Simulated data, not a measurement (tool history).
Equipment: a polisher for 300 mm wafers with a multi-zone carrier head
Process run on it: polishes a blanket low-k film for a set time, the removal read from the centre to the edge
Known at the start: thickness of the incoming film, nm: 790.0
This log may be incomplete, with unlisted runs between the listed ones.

| run | day | flow of slurry (ml/min) | pressure of the head's centre zone | pressure of the head's middle zone | pressure of the head's edge zone | abrasive content of the slurry | polishing time (s) | film removed at the wafer's centre (nm) | film removed at mid-radius (nm) | film removed at the wafer's edge (nm) |
|---|---|---|---|---|---|---|---|---|---|---|
| 1 | 0.000 | 315 | 1.00 | 1.00 | 1.00 | 1.00 | 38 | 9.0069 | 10.3290 | 10.1250 |
| 2 | 0.338 | 275 | 1.00 | 1.00 | 1.00 | 1.00 | 38 | 8.8703 | 10.3130 | 10.1320 |
| 3 | 0.550 | 285 | 1.02 | 1.00 | 0.97 | 0.90 | 38 | 8.6245 | 9.5591 | 9.3357 |
| 4 | 0.642 | 285 | 1.02 | 1.00 | 0.91 | 0.90 | 38 | 8.3771 | 9.4737 | 9.1473 |
| 5 | 0.821 | 285 | 1.02 | 1.00 | 0.91 | 0.90 | 41 | 9.1993 | 10.4430 | 9.6300 |
| 6 | 1.058 | 285 | 1.03 | 1.00 | 0.89 | 0.80 | 41 | 8.4025 | 9.5950 | 8.9096 |
| 7 | 1.188 | 285 | 1.05 | 1.00 | 0.88 | 0.75 | 41 | 8.3060 | 8.8874 | 8.4474 |
| 8 | 1.329 | 280 | 1.06 | 1.06 | 0.81 | 0.60 | 40 | 6.5002 | 7.4468 | 6.4532 |
| 9 | 1.521 | 295 | 1.07 | 1.06 | 0.83 | 0.60 | 40 | 6.6493 | 7.6592 | 6.4993 |
| 10 | 1.862 | 305 | 1.08 | 1.05 | 0.85 | 0.60 | 40 | 6.9106 | 7.5102 | 6.6559 |
| 11 | 2.183 | 305 | 1.08 | 1.05 | 0.86 | 0.60 | 40 | 6.8463 | 7.6689 | 6.5603 |
| 12 | 2.517 | 310 | 1.08 | 1.04 | 0.88 | 0.60 | 40 | 6.8173 | 7.4340 | 6.8550 |
| 13 | 2.558 | 345 | 1.16 | 1.10 | 0.92 | 0.70 | 40 | 8.6288 | 9.1853 | 8.0696 |
| 14 | 2.625 | 255 | 1.12 | 1.05 | 0.86 | 0.70 | 40 | 8.0230 | 8.4726 | 7.5400 |
| 15 | 2.729 | 255 | 1.11 | 1.04 | 0.86 | 0.70 | 40 | 7.9224 | 8.5613 | 7.6602 |
|  | 3.008 | centre zone pressure recalibrated |
| 16 | 3.008 | 255 | 1.11 | 1.03 | 0.85 | 0.70 | 40 | 9.2034 | 8.4151 | 7.5285 |
| 17 | 3.283 | 255 | 1.10 | 1.03 | 0.85 | 0.70 | 40 | 8.9149 | 8.3361 | 7.5772 |
| 18 | 3.492 | 270 | 1.09 | 1.03 | 0.85 | 0.70 | 40 | 8.7014 | 8.4310 | 7.4932 |
| 19 | 3.838 | 270 | 1.08 | 1.03 | 0.85 | 0.70 | 40 | 8.7282 | 8.4140 | 7.5862 |
| 20 | 4.100 | 270 | 1.07 | 1.03 | 0.85 | 0.70 | 40 | 8.6567 | 8.3033 | 7.5286 |
| 21 | 4.271 | 280 | 1.06 | 1.03 | 0.85 | 0.70 | 40 | 8.5213 | 8.3844 | 7.6585 |
| 22 | 4.308 | 280 | 1.05 | 1.03 | 0.85 | 0.70 | 40 | 8.7281 | 8.5182 | 7.5643 |
| 23 | 4.650 | 290 | 1.05 | 1.03 | 0.86 | 0.70 | 40 | 8.4812 | 8.4732 | 7.7001 |
| 24 | 4.867 | 285 | 1.05 | 1.03 | 0.86 | 0.70 | 40 | 8.6461 | 8.4732 | 7.7074 |
| 25 | 4.892 | 300 | 1.06 | 1.03 | 0.86 | 0.70 | 40 | 8.8263 | 8.5343 | 7.6449 |
| 26 | 4.992 | 300 | 1.06 | 1.03 | 0.86 | 0.70 | 40 | 8.5778 | 8.5657 | 7.6648 |

What will run 27 give?
| 27 | 5.262 | 290 | 1.06 | 1.03 | 0.86 | 0.70 | 40 | ? | ? | ? |

Run 27 came out at film removed at the wafer's centre (nm) 8.6280, film removed at mid-radius (nm) 8.4472, film removed at the wafer's edge (nm) 7.6536.
